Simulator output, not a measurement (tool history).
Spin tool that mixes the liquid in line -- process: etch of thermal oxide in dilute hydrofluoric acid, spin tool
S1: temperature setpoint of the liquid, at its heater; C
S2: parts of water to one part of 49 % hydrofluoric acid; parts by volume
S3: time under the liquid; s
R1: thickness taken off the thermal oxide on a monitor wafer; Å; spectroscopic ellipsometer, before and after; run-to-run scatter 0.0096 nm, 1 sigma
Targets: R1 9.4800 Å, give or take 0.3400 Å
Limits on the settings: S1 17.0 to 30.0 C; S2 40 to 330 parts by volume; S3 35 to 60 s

run	day	S1	S2	S3	R1
1	0.000	22.0	185	60	11.0670
2	0.346	21.0	185	60	10.4710
3	0.508	22.5	185	60	11.0950
4	0.700	21.5	185	60	10.6550
5	0.971	21.5	245	60	7.6161
6	1.000	19.5	245	60	7.0376
7	1.133	23.5	235	60	8.6669
8	1.438	24.0	235	60	8.6873
9	1.483	24.5	235	60	8.9544
10	1.604	25.0	235	60	9.0730

Consider the 5 candidate settings below. Which is the only one whose results all fall within their allowed miss of target?
A	1.725	26.5	225	60	?
B	1.725	23.5	220	60	?
C	1.725	30.0	240	60	?
D	1.725	25.0	215	60	?
E	1.725	26.0	220	60	?

move	R1
A	10.0870
B	9.2905
C	10.5160
D	10.1020
E	10.1860
A: moves the result that the last run missed by most past its target, out the other side
B: each result inside its tolerance
C: moves the result that the last run missed by most past its target, out the other side
D: moves the result that the last run missed by most past its target, out the other side
E: moves the result that the last run missed by most past its target, out the other side
The move that meets every target is B.
